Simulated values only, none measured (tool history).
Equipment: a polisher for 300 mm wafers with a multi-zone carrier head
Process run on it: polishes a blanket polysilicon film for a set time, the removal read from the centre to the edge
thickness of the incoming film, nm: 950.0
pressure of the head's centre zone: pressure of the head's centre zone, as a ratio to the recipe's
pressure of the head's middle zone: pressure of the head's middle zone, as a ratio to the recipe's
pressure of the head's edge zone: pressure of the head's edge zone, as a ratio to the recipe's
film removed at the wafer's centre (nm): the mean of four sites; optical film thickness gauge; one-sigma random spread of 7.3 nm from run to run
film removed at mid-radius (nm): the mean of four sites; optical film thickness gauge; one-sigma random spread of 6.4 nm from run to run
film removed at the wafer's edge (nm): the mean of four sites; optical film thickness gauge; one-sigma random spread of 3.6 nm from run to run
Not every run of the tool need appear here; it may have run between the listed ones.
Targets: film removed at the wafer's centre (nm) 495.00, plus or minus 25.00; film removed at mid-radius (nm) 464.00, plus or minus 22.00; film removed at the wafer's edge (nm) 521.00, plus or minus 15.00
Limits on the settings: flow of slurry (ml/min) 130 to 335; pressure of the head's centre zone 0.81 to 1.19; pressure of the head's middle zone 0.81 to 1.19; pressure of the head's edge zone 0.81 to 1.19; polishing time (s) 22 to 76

run,hour,flow of slurry (ml/min),pressure of the head's centre zone,pressure of the head's middle zone,pressure of the head's edge zone,polishing time (s),film removed at the wafer's centre (nm),film removed at mid-radius (nm),film removed at the wafer's edge (nm)
1,0.0,215,1.00,1.00,1.00,49,344.23,336.26,336.02
2,2.6,215,1.00,1.06,1.00,49,336.31,359.83,334.23
3,10.2,215,1.00,1.06,0.93,49,340.26,366.64,324.95
4,11.2,220,1.00,1.04,0.98,53,371.42,380.62,359.89
5,19.9,220,0.99,1.03,1.02,56,377.83,401.88,388.17
6,22.8,220,0.99,0.97,1.02,56,386.07,386.32,388.00
# hour 30.9: worn pad replaced by a new one
7,30.9,225,1.00,0.96,1.05,59,427.17,423.20,432.82
8,38.4,235,1.01,0.95,1.08,60,433.38,432.60,452.18
9,45.3,245,1.03,0.94,1.10,60,460.07,431.10,452.17
10,53.3,245,1.03,0.93,1.12,61,463.93,443.60,467.55
11,61.3,245,1.03,0.93,1.12,61,462.76,439.71,463.63
12,62.5,250,1.03,0.92,1.14,62,482.52,436.69,475.67
13,67.0,250,1.02,0.92,1.15,63,470.16,446.03,486.93
14,72.7,255,1.02,0.92,1.16,64,480.71,450.03,494.56
15,78.2,255,1.02,0.92,1.16,65,509.63,457.18,505.62

5 candidate next runs follow, results not yet known. Just one meets every target within its allowed miss. Identify it.
A,83.7,170,0.83,0.89,1.12,76,?,?,?
B,83.7,320,1.01,0.89,1.19,65,?,?,?
C,83.7,215,0.86,0.89,1.19,73,?,?,?
D,83.7,280,1.04,0.93,1.17,63,?,?,?
E,83.7,280,1.05,0.99,1.08,63,?,?,?

move,film removed at the wafer's centre (nm),film removed at mid-radius (nm),film removed at the wafer's edge (nm)
A,443.92,507.14,567.70
B,500.83,465.06,524.93
C,457.19,501.94,571.72
D,493.31,457.41,500.29
E,498.24,475.75,484.01
A: takes the biggest miss from the last run beyond its target
B: meets every target
C: takes the biggest miss from the last run beyond its target
D: its largest miss is bigger than the last run's
E: its largest miss is bigger than the last run's
The move that meets every target is B.

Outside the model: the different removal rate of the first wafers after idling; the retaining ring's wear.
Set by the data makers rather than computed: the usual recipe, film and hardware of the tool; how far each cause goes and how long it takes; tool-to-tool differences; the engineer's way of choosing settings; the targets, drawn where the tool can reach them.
